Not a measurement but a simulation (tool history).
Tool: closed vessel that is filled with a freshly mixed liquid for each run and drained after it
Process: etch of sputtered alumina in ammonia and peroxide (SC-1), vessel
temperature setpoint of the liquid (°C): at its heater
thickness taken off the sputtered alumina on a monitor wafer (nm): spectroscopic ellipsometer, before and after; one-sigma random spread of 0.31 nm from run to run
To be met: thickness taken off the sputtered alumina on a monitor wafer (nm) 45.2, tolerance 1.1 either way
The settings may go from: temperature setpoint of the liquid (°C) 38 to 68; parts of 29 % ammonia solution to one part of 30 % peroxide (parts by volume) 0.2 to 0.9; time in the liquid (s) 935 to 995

run,hour,temperature setpoint of the liquid (°C),parts of 29 % ammonia solution to one part of 30 % peroxide (parts by volume),time in the liquid (s),thickness taken off the sputtered alumina on a monitor wafer (nm)
1,0,52,0.5,935,53.427
2,3.5,56,0.5,935,65.047
3,6.4,55,0.5,935,62.222
4,8.1,55,0.5,935,62.373
5,16.2,54.5,0.5,935,60.467
6,25.1,59.5,0.5,935,78.661
7,28.6,58.5,0.5,935,74.797
8,30.8,57.5,0.5,935,71.461
9,38.2,56.5,0.5,935,67.534

Next run, 5 choices. One meets every target within its allowed miss, the rest don't. Which?
A,45.6,50.5,0.5,935,?
B,45.6,50,0.5,950,?
C,45.6,50,0.6,935,?
D,45.6,57.5,0.55,995,?
E,45.6,48.5,0.4,985,?

move,thickness taken off the sputtered alumina on a monitor wafer (nm)
A,48.909
B,48.349
C,48.415
D,76.364
E,45.175
A: gains on the last run, yet a result remains outside its allowed miss
B: gains on the last run, yet a result remains outside its allowed miss
C: gains on the last run, yet a result remains outside its allowed miss
D: its largest miss is bigger than the last run's
E: hits every target within its allowed miss
Answer: E
